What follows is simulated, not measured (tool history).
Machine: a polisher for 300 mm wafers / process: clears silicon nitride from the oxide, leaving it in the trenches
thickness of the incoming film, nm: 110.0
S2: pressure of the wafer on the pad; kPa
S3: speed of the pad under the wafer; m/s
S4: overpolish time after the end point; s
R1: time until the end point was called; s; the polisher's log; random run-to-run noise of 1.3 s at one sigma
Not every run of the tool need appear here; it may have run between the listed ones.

run 1 hour=0 | flow_of_slurry_(ml/min)=125 S2=19.3 S3=1.02 S4=37 | R1=134.02
run 2 hour=7.5 | flow_of_slurry_(ml/min)=125 S2=19.3 S3=1.24 S4=37 | R1=106.76
run 3 hour=16.4 | flow_of_slurry_(ml/min)=125 S2=19.3 S3=1.08 S4=37 | R1=124.63
run 4 hour=20 | flow_of_slurry_(ml/min)=125 S2=20 S3=1.08 S4=37 | R1=120.41
run 5 hour=28.3 | flow_of_slurry_(ml/min)=125 S2=20.7 S3=1.08 S4=37 | R1=115.62
run 6 hour=29.1 | flow_of_slurry_(ml/min)=125 S2=20.7 S3=1.08 S4=37 | R1=113.42
run 7 hour=33.5 | flow_of_slurry_(ml/min)=130 S2=22.1 S3=1.08 S4=37 | R1=108.27

Estimate the outcome of run 8 from the log above:
run 8 hour=42.4 | flow_of_slurry_(ml/min)=130 S2=23.4 S3=1.08 S4=37 | R1=?

R1: 101.95 s
